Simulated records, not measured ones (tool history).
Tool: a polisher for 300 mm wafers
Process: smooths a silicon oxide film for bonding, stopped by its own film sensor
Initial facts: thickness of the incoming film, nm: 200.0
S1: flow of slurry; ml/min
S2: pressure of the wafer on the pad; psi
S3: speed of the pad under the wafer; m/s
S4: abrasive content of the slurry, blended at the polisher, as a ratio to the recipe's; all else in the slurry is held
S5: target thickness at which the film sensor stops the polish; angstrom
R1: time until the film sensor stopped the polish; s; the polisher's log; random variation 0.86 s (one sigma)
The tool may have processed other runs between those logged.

{"run": 1, "hour": 0.0, "S1": 145, "S2": 2.1, "S3": 0.96, "S4": 1.0, "S5": 1570, "R1": 66.226}
{"run": 2, "hour": 3.8, "S1": 145, "S2": 2.3, "S3": 0.98, "S4": 1.0, "S5": 1570, "R1": 62.166}
{"run": 3, "hour": 12.7, "S1": 145, "S2": 1.8, "S3": 0.98, "S4": 1.0, "S5": 1570, "R1": 80.384}
{"run": 4, "hour": 13.8, "S1": 145, "S2": 1.8, "S3": 0.98, "S4": 0.8, "S5": 1570, "R1": 81.741}
{"run": 5, "hour": 14.8, "S1": 145, "S2": 2.1, "S3": 0.98, "S4": 0.8, "S5": 1570, "R1": 69.715}
{"run": 6, "hour": 21.7, "S1": 145, "S2": 2.1, "S3": 0.98, "S4": 0.65, "S5": 1570, "R1": 75.824}
{"run": 7, "hour": 23.8, "S1": 145, "S2": 2.3, "S3": 1.0, "S4": 0.65, "S5": 1570, "R1": 71.861}
{"run": 8, "hour": 28.0, "S1": 145, "S2": 2.5, "S3": 1.06, "S4": 0.65, "S5": 1570, "R1": 58.97}

Predict the results of run 9:
{"hour": 31.8, "done": "worn pad replaced by a new one"}
{"run": 9, "hour": 31.8, "S1": 145, "S2": 2.6, "S3": 1.08, "S4": 0.65, "S5": 1570, "R1": "?"}

{"run 9": {"R1": 54.933}}
